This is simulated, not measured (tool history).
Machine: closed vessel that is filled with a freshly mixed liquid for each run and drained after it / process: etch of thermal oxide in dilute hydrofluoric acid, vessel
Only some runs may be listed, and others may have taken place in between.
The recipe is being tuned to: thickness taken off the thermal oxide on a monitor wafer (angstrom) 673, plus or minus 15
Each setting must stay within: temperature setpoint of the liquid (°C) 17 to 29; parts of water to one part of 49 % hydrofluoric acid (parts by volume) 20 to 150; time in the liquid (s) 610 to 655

| run | hour | temperature setpoint of the liquid (°C) | parts of water to one part of 49 % hydrofluoric acid (parts by volume) | time in the liquid (s) | thickness taken off the thermal oxide on a monitor wafer (angstrom) |
|---|---|---|---|---|---|
| 1 | 0 | 21 | 85 | 610 | 382.11 |
| 2 | 1.8 | 22.5 | 80 | 610 | 435.31 |
| 3 | 6.1 | 22.5 | 60 | 610 | 597.7 |
| 4 | 7.8 | 23 | 60 | 610 | 605.15 |
| 5 | 12.9 | 23 | 80 | 610 | 444.15 |
| 6 | 16.5 | 24 | 75 | 610 | 494.73 |
| 7 | 22.3 | 25 | 75 | 610 | 514.81 |
| 8 | 30.4 | 25.5 | 75 | 610 | 532.76 |
| 9 | 38.1 | 25.5 | 75 | 610 | 531.18 |
| 10 | 40 | 26 | 75 | 610 | 532.48 |
| 11 | 47.7 | 26.5 | 75 | 610 | 543.57 |
| 12 | 53.9 | 27 | 75 | 610 | 550.12 |
| 13 | 59.7 | 29 | 65 | 610 | 715.31 |
| 14 | 67.4 | 28.5 | 65 | 610 | 693.2 |
|  | 69 | thermometer replaced |
| 15 | 69 | 28 | 65 | 610 | 616.38 |
| 16 | 72.2 | 28 | 65 | 610 | 619.55 |
| 17 | 76.4 | 28.5 | 60 | 610 | 686.41 |

Of the 5 settings listed for the next run, only one would bring every result within its allowed miss of target. Which one?
| A | 80.6 | 28 | 60 | 640 | ? |
| B | 80.6 | 27.5 | 60 | 650 | ? |
| C | 80.6 | 28.5 | 60 | 625 | ? |
| D | 80.6 | 28.5 | 60 | 620 | ? |
| E | 80.6 | 28.5 | 65 | 655 | ? |

| move | thickness taken off the thermal oxide on a monitor wafer (angstrom) |
|---|---|
| A | 710.56 |
| B | 707.51 |
| C | 707.72 |
| D | 702.06 |
| E | 679.68 |
A: misses by more than the last run did
B: misses by more than the last run did
C: misses by more than the last run did
D: misses by more than the last run did
E: meets every target
Move E is the one to make.

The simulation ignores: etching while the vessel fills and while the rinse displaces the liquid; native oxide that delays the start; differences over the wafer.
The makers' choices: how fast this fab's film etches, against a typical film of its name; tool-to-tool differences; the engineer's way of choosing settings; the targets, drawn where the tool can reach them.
